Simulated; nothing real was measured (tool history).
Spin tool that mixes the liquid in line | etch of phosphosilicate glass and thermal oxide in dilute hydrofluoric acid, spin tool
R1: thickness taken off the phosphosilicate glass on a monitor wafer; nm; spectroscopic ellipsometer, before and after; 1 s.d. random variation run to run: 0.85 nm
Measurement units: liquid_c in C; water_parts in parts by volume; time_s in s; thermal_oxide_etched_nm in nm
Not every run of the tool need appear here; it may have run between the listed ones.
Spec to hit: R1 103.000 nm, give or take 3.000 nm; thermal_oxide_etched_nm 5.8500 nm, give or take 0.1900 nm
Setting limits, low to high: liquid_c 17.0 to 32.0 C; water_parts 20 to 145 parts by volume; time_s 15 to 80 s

{"run": 1, "hour": 0.0, "liquid_c": 24.0, "water_parts": 80, "time_s": 40, "R1": 45.517, "thermal_oxide_etched_nm": 2.6105}
{"run": 2, "hour": 6.4, "liquid_c": 26.5, "water_parts": 70, "time_s": 40, "R1": 58.109, "thermal_oxide_etched_nm": 3.2703}
{"run": 3, "hour": 9.9, "liquid_c": 26.5, "water_parts": 50, "time_s": 40, "R1": 84.397, "thermal_oxide_etched_nm": 4.8013}
{"run": 4, "hour": 14.3, "liquid_c": 26.5, "water_parts": 50, "time_s": 30, "R1": 63.123, "thermal_oxide_etched_nm": 3.5845}
{"run": 5, "hour": 17.0, "liquid_c": 26.5, "water_parts": 75, "time_s": 30, "R1": 40.548, "thermal_oxide_etched_nm": 2.3199}
{"run": 6, "hour": 20.0, "liquid_c": 26.5, "water_parts": 75, "time_s": 25, "R1": 33.694, "thermal_oxide_etched_nm": 1.9223}
{"run": 7, "hour": 24.6, "liquid_c": 28.0, "water_parts": 60, "time_s": 25, "R1": 46.258, "thermal_oxide_etched_nm": 2.5806}
{"run": 8, "hour": 29.6, "liquid_c": 31.0, "water_parts": 30, "time_s": 30, "R1": 126.85, "thermal_oxide_etched_nm": 7.2829}
{"run": 9, "hour": 35.5, "liquid_c": 31.0, "water_parts": 30, "time_s": 30, "R1": 130.58, "thermal_oxide_etched_nm": 7.2837}
{"run": 10, "hour": 40.7, "liquid_c": 30.0, "water_parts": 30, "time_s": 30, "R1": 123.27, "thermal_oxide_etched_nm": 6.9577}

Of the 5 settings listed for the next run, only one would bring every result within its allowed miss of target. Which one?
{"run": "A", "hour": 45.9, "liquid_c": 29.0, "water_parts": 40, "time_s": 35, "R1": "?", "thermal_oxide_etched_nm": "?"}
{"run": "B", "hour": 45.9, "liquid_c": 27.0, "water_parts": 60, "time_s": 55, "R1": "?", "thermal_oxide_etched_nm": "?"}
{"run": "C", "hour": 45.9, "liquid_c": 29.5, "water_parts": 25, "time_s": 20, "R1": "?", "thermal_oxide_etched_nm": "?"}
{"run": "D", "hour": 45.9, "liquid_c": 31.5, "water_parts": 40, "time_s": 30, "R1": "?", "thermal_oxide_etched_nm": "?"}
{"run": "E", "hour": 45.9, "liquid_c": 30.5, "water_parts": 45, "time_s": 35, "R1": "?", "thermal_oxide_etched_nm": "?"}

move=A R1=102.860 thermal_oxide_etched_nm=5.7709
move=B R1=96.870 thermal_oxide_etched_nm=5.4349
move=C R1=97.992 thermal_oxide_etched_nm=5.4978
move=D R1=97.368 thermal_oxide_etched_nm=5.4628
move=E R1=96.386 thermal_oxide_etched_nm=5.4077
A: meets every target
B: carries the result that was furthest off beyond its target, to the other side
C: carries the result that was furthest off beyond its target, to the other side
D: carries the result that was furthest off beyond its target, to the other side
E: carries the result that was furthest off beyond its target, to the other side
Move A is the one to make.
